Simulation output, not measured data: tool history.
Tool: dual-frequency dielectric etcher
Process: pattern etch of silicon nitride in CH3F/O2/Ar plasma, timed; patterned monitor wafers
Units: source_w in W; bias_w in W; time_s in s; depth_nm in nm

| run | hour | source_w | bias_w | time_s | depth_nm |
|---|---|---|---|---|---|
| 1 | 0.0 | 300 | 82 | 44.5 | 30.530 |
| 2 | 4.3 | 330 | 83 | 44.5 | 32.130 |
| 3 | 9.9 | 350 | 83 | 44.5 | 32.726 |
| 4 | 14.6 | 350 | 72 | 44.5 | 31.521 |
| 5 | 16.9 | 320 | 72 | 44.5 | 30.426 |
| 6 | 22.7 | 340 | 72 | 44.5 | 30.892 |

Forecast run 7:
| 7 | 24.5 | 360 | 74 | 44.5 | ? |

Run 7 gave depth_nm 32.278 nm.
